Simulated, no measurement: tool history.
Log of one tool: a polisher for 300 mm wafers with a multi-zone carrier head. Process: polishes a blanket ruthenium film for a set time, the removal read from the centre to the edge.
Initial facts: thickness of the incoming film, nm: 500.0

run,hour,flow of slurry (ml/min),pressure of the head's centre zone,pressure of the head's middle zone,pressure of the head's edge zone,polishing time (s),film removed at the wafer's centre (Å),film removed at mid-radius (Å),film removed at the wafer's edge (Å)
1,0,245,1,1,1,40,392.29,384.27,385.19
2,2.3,240,0.97,1,1,39,363.05,376.39,385.99
3,3,240,0.97,1.08,1,39,371.24,401.64,386.67
4,8.9,240,0.95,1.06,0.99,38,350.39,390.72,366.75
5,12.5,240,0.95,1.06,0.99,34,310.21,348.9,334.92
6,14.4,235,0.94,1.04,0.98,34,308.87,336.37,335.97
7,17.1,235,0.94,1.04,0.98,34,315.19,341.35,335.75
8,19.9,235,0.93,1.04,0.98,33,303.03,333.74,314.49
9,21.7,230,0.92,1.03,1,33,297.09,327.69,313.27
10,25.8,245,0.91,1.02,0.97,33,291.76,322.37,313.43
11,34.4,245,0.9,1.01,1,33,290.49,323.75,315.6
12,40.8,240,0.89,1,1.03,33,284.58,318.25,334.65
13,46.2,240,0.88,1,1.03,33,285.69,318.77,320.68
14,46.7,240,0.87,1,1.04,33,276.5,321.44,333.26
15,48.8,240,0.87,1,1.04,33,278.03,316.36,322.67
16,55.6,240,0.86,1,1.04,33,273.26,319.24,332.55

Estimate the outcome of run 17 from the log above:
17,63.5,210,0.81,0.97,0.94,30,?,?,?

film removed at the wafer's centre (Å): 233.66
film removed at mid-radius (Å): 277.65
film removed at the wafer's edge (Å): 280.91
